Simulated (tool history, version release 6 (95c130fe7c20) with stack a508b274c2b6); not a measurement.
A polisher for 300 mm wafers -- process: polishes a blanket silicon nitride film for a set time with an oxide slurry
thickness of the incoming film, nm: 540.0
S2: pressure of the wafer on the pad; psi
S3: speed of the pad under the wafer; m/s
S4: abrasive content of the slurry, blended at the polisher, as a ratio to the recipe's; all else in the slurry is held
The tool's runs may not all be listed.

run 1 day=0 | flow_of_slurry_(ml/min)=275 S2=4.5 S3=1.34 S4=1 polishing_time_(s)=47 | film_removed_(Å)=428.42
run 2 day=0.121 | flow_of_slurry_(ml/min)=275 S2=4.2 S3=1.32 S4=1 polishing_time_(s)=47 | film_removed_(Å)=391.23
run 3 day=0.167 | flow_of_slurry_(ml/min)=275 S2=4.2 S3=1.32 S4=1 polishing_time_(s)=50 | film_removed_(Å)=409.21
run 4 day=0.279 | flow_of_slurry_(ml/min)=275 S2=4.2 S3=1.32 S4=1 polishing_time_(s)=50 | film_removed_(Å)=422.73
run 5 day=0.417 | flow_of_slurry_(ml/min)=275 S2=4.2 S3=1.32 S4=1 polishing_time_(s)=50 | film_removed_(Å)=421.72
run 6 day=0.692 | flow_of_slurry_(ml/min)=275 S2=3.5 S3=1.32 S4=1 polishing_time_(s)=50 | film_removed_(Å)=356.41
run 7 day=0.812 | flow_of_slurry_(ml/min)=275 S2=3.3 S3=1.3 S4=1 polishing_time_(s)=50 | film_removed_(Å)=331.72
run 8 day=0.954 | flow_of_slurry_(ml/min)=275 S2=3.2 S3=1.28 S4=1 polishing_time_(s)=50 | film_removed_(Å)=313.28

Forecast run 9:
run 9 day=1.054 | flow_of_slurry_(ml/min)=275 S2=2 S3=1.08 S4=1 polishing_time_(s)=50 | film_removed_(Å)=?

{"run 9": {"film removed (Å)": 175.22}}
